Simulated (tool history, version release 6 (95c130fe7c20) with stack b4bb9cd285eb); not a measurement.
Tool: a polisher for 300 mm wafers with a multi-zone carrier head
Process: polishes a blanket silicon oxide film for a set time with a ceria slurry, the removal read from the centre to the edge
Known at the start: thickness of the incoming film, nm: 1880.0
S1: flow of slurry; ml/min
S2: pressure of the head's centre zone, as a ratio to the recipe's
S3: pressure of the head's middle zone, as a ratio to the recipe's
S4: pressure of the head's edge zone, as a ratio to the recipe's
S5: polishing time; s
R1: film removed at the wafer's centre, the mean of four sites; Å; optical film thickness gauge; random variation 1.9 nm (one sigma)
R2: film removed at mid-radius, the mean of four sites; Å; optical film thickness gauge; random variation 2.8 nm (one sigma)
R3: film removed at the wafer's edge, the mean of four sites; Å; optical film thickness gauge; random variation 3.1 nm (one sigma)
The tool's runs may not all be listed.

run 1 hour=0 | S1=170 S2=1 S3=1 S4=1 S5=59 | R1=3168.2 R2=3085 R3=3075.8
run 2 hour=3.8 | S1=170 S2=0.95 S3=1 S4=1 S5=59 | R1=3019.3 R2=3092.8 R3=3098.6
run 3 hour=5 | S1=165 S2=0.93 S3=0.99 S4=1 S5=57 | R1=2819.7 R2=2972.8 R3=2954.8
run 4 hour=7.7 | S1=165 S2=0.93 S3=0.95 S4=1 S5=57 | R1=2835.9 R2=2802.9 R3=2972.2
run 5 hour=15.5 | S1=160 S2=0.92 S3=0.94 S4=1 S5=56 | R1=2738.7 R2=2779.2 R3=2866.7
run 6 hour=21.3 | S1=155 S2=0.91 S3=0.93 S4=1.01 S5=55 | R1=2653 R2=2763 R3=2830.2
run 7 hour=28.3 | S1=160 S2=0.9 S3=0.92 S4=1.02 S5=53 | R1=2544.9 R2=2617.5 R3=2827.4
run 8 hour=28.9 | S1=160 S2=0.89 S3=0.91 S4=1.02 S5=52 | R1=2457.6 R2=2553.3 R3=2770.4

Forecast run 9:
run 9 hour=34.3 | S1=120 S2=0.81 S3=0.82 S4=0.99 S5=45 | R1=? R2=? R3=?

{"run 9": {"R1": 1816.1, "R2": 1978.4, "R3": 2245.4}}
